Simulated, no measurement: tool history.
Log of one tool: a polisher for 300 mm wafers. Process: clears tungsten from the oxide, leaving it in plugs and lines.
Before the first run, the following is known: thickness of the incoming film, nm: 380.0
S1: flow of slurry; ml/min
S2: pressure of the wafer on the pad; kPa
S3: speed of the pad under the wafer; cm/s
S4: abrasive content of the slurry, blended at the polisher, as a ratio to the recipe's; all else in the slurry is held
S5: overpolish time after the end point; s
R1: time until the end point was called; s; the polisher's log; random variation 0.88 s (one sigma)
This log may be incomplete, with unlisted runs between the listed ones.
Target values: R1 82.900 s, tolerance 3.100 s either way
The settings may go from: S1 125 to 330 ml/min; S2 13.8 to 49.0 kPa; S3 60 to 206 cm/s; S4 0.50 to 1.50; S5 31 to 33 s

run  hour   S1    S2   S3    S4  S5      R1
  1   0.0  210  31.0  132  1.00  31  55.051
  2   2.5  210  26.9  132  1.00  31  63.980
  3   6.2  210  26.9  150  1.00  31  55.220
  4  11.3  210  25.5  150  1.00  31  58.469
  5  14.9  210  29.0  150  1.00  31  52.021
  6  19.4  210  29.0  168  1.00  31  46.434
  7  21.5  210  27.6  166  1.00  31  49.618
  8  23.9  210  26.2  166  1.00  31  52.246
  9  29.4  210  24.8  166  1.00  31  53.698
 10  33.6  210  23.4  164  1.00  31  58.344
 11  42.1  210  22.8  164  1.00  31  61.291
 12  44.7  205  13.8  162  1.00  31  99.229
 13  46.3  210  13.8  162  1.00  31  98.319
 14  54.3  210  14.5  162  1.00  31  93.466
 15  59.8  210  14.5  162  1.00  31  92.909
 16  60.5  215  14.5  162  1.00  31  94.263

Of the 5 settings listed for the next run, only one would bring every result within its allowed miss of target. Which one?
  A  61.2  205  17.9  168  1.05  33   ?
  B  61.2  220  13.8  168  0.85  31   ?
  C  61.2  260  17.2  122  0.90  31   ?
  D  61.2  205  15.2  174  1.15  31   ?
  E  61.2  220  13.8  170  0.90  31   ?

move       R1
   A   72.314
   B   94.507
   C  101.650
   D   80.699
   E   92.688
A: takes the biggest miss from the last run beyond its target
B: about the same distance from the targets as the last run
C: misses by more than the last run did
D: each result inside its tolerance
E: closer than the last run, but not yet in spec
So the answer is move D, the one that meets all the targets.
